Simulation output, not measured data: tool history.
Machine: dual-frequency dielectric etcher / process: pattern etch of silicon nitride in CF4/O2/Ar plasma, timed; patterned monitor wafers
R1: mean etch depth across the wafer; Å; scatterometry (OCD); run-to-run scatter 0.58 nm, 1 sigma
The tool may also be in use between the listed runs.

Run 1, day 0: source power (kW) 0.38, bias power (kW) 0.035, Ar flow (sccm) 108, CF4 flow (sccm) 117, etch time (s) 86. Result: R1 992.95 Å.
Run 2, day 0.258: source power (kW) 0.33, bias power (kW) 0.035, Ar flow (sccm) 108, CF4 flow (sccm) 117, etch time (s) 86. Result: R1 876.83 Å.
Run 3, day 0.383: source power (kW) 0.33, bias power (kW) 0.035, Ar flow (sccm) 122, CF4 flow (sccm) 117, etch time (s) 86. Result: R1 872.82 Å.
Run 4, day 0.625: source power (kW) 0.34, bias power (kW) 0.035, Ar flow (sccm) 122, CF4 flow (sccm) 117, etch time (s) 86. Result: R1 889.06 Å.
Run 5, day 0.9: source power (kW) 0.27, bias power (kW) 0.035, Ar flow (sccm) 122, CF4 flow (sccm) 117, etch time (s) 86. Result: R1 724.04 Å.
Run 6, day 1.192: source power (kW) 0.24, bias power (kW) 0.035, Ar flow (sccm) 122, CF4 flow (sccm) 117, etch time (s) 86. Result: R1 660.2 Å.
Run 7, day 1.55: source power (kW) 0.26, bias power (kW) 0.035, Ar flow (sccm) 122, CF4 flow (sccm) 117, etch time (s) 86. Result: R1 704.6 Å.
Run 8, day 1.667: source power (kW) 0.27, bias power (kW) 0.035, Ar flow (sccm) 122, CF4 flow (sccm) 117, etch time (s) 86. Result: R1 728.1 Å.

For run 9, what comes out?
Run 9, day 1.988: source power (kW) 0.28, bias power (kW) 0.035, Ar flow (sccm) 122, CF4 flow (sccm) 117, etch time (s) 86. Result: R1 ?.

{"run 9": {"R1": 751.56}}

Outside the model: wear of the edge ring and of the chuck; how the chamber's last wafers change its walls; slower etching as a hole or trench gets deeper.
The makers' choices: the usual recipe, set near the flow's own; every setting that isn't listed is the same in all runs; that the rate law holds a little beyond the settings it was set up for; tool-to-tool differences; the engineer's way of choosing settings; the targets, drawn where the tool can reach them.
